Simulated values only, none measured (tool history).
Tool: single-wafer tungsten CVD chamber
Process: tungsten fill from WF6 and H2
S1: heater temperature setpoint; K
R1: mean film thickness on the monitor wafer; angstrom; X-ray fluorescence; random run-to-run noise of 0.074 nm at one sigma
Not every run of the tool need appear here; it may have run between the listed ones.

{"run": 1, "hour": 0.0, "S1": 643.15, "chamber pressure (mTorr)": 34300, "deposition time (s)": 13.7, "R1": 239.43}
{"run": 2, "hour": 2.4, "S1": 638.15, "chamber pressure (mTorr)": 32700, "deposition time (s)": 13.6, "R1": 205.3}
{"run": 3, "hour": 8.0, "S1": 634.15, "chamber pressure (mTorr)": 32400, "deposition time (s)": 13.6, "R1": 184.74}
{"run": 4, "hour": 15.7, "S1": 634.15, "chamber pressure (mTorr)": 32400, "deposition time (s)": 13.1, "R1": 178.67}
{"run": 5, "hour": 24.5, "S1": 627.15, "chamber pressure (mTorr)": 32400, "deposition time (s)": 13.1, "R1": 150.37}
{"run": 6, "hour": 27.6, "S1": 627.15, "chamber pressure (mTorr)": 32400, "deposition time (s)": 13.1, "R1": 150.05}

What will run 7 give?
{"run": 7, "hour": 33.4, "S1": 626.15, "chamber pressure (mTorr)": 32400, "deposition time (s)": 13.1, "R1": "?"}

Run 7 gave R1 147.17 angstrom.

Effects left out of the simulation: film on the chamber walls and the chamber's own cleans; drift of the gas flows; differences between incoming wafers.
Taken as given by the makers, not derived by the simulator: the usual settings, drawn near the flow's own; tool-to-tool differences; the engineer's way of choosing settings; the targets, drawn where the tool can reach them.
